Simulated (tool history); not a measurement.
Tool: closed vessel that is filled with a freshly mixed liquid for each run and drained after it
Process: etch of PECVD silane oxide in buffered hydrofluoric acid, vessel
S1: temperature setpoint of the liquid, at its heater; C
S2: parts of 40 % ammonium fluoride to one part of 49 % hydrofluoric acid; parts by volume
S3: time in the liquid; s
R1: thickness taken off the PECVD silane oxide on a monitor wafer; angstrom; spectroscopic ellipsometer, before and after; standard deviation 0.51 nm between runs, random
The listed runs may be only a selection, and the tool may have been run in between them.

run 1 hour=0 | S1=23 S2=9.5 S3=90 | R1=2085.4
run 2 hour=5.6 | S1=21.5 S2=10 S3=90 | R1=1865.6
run 3 hour=12.5 | S1=21.5 S2=10 S3=90 | R1=1860.7
run 4 hour=16.7 | S1=21.5 S2=10 S3=100 | R1=2055.2
run 5 hour=19.1 | S1=21.5 S2=7.5 S3=100 | R1=2726.7
run 6 hour=25.9 | S1=24.5 S2=7.5 S3=100 | R1=3234.5
run 7 hour=27.5 | S1=23 S2=9 S3=100 | R1=2443.9

Run 8 has not been measured yet. What should we expect?
run 8 hour=31.3 | S1=19 S2=12 S3=100 | R1=?

R1: 1525.9 angstrom

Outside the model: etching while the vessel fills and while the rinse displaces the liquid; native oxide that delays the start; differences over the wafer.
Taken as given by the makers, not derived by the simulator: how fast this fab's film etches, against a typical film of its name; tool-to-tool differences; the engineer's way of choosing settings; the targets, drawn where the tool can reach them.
